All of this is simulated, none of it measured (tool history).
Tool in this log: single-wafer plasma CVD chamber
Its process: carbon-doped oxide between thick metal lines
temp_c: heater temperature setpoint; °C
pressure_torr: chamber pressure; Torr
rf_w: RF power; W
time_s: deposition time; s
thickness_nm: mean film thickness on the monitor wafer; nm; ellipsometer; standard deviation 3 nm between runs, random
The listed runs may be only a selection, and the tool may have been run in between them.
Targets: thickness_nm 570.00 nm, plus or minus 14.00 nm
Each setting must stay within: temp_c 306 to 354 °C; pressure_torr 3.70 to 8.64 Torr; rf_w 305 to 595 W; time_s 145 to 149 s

run,hour,temp_c,pressure_torr,rf_w,time_s,thickness_nm
1,0.0,330,6.17,450,145,667.24
2,2.2,325,6.17,450,145,674.35
3,5.2,335,6.17,450,145,651.75
4,6.3,335,6.17,395,145,583.43
5,13.8,325,6.17,395,145,616.13
6,20.9,325,6.17,395,145,613.52
7,27.9,327,6.06,390,145,603.55
8,29.9,329,6.01,385,145,590.20
9,31.8,330,5.96,385,145,590.40
10,35.1,331,5.94,385,145,584.37

Consider the 4 candidate settings below. Which is the only one whose results all fall within their allowed miss of target?
A,38.4,328,6.31,405,145,?
B,38.4,339,6.45,400,149,?
C,38.4,337,5.82,410,145,?
D,38.4,331,5.90,375,145,?

move,thickness_nm
A,622.10
B,610.75
C,603.34
D,574.59
A: lands further from the targets than the last run did
B: lands further from the targets than the last run did
C: lands further from the targets than the last run did
D: all results land within tolerance of their targets
Answer: D
